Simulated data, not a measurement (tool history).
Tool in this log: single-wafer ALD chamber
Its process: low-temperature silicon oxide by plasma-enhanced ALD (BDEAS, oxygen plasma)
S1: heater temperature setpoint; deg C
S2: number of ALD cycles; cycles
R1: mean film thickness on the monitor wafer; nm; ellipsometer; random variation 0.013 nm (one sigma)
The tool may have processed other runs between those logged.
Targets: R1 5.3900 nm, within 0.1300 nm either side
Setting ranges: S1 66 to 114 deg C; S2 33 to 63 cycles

{"run": 1, "hour": 0.0, "S1": 90, "S2": 48, "R1": 6.8233}
{"run": 2, "hour": 0.7, "S1": 92, "S2": 47, "R1": 6.6241}
{"run": 3, "hour": 9.1, "S1": 92, "S2": 41, "R1": 5.7734}
{"run": 4, "hour": 12.8, "S1": 92, "S2": 45, "R1": 6.3439}
{"run": 5, "hour": 13.6, "S1": 97, "S2": 45, "R1": 6.256}
{"run": 6, "hour": 16.3, "S1": 98, "S2": 44, "R1": 6.1011}
{"run": 7, "hour": 19.3, "S1": 99, "S2": 43, "R1": 5.929}
{"run": 8, "hour": 21.1, "S1": 100, "S2": 42, "R1": 5.7918}
{"run": 9, "hour": 28.6, "S1": 101, "S2": 42, "R1": 5.7381}
{"run": 10, "hour": 35.7, "S1": 102, "S2": 42, "R1": 5.7611}

Pick the move, out of 5, that brings all results within their allowed miss; only one does.
{"run": "A", "hour": 42.8, "S1": 101, "S2": 39, "R1": "?"}
{"run": "B", "hour": 42.8, "S1": 112, "S2": 43, "R1": "?"}
{"run": "C", "hour": 42.8, "S1": 103, "S2": 41, "R1": "?"}
{"run": "D", "hour": 42.8, "S1": 100, "S2": 41, "R1": "?"}
{"run": "E", "hour": 42.8, "S1": 105, "S2": 43, "R1": "?"}

move=A R1=5.3359
move=B R1=5.7770
move=C R1=5.5898
move=D R1=5.6276
move=E R1=5.8435
A: meets every target
B: no nearer and no further than the last run
C: an improvement on the last run, though not all results are within tolerance
D: an improvement on the last run, though not all results are within tolerance
E: its largest miss is bigger than the last run's
The move that meets every target is A.

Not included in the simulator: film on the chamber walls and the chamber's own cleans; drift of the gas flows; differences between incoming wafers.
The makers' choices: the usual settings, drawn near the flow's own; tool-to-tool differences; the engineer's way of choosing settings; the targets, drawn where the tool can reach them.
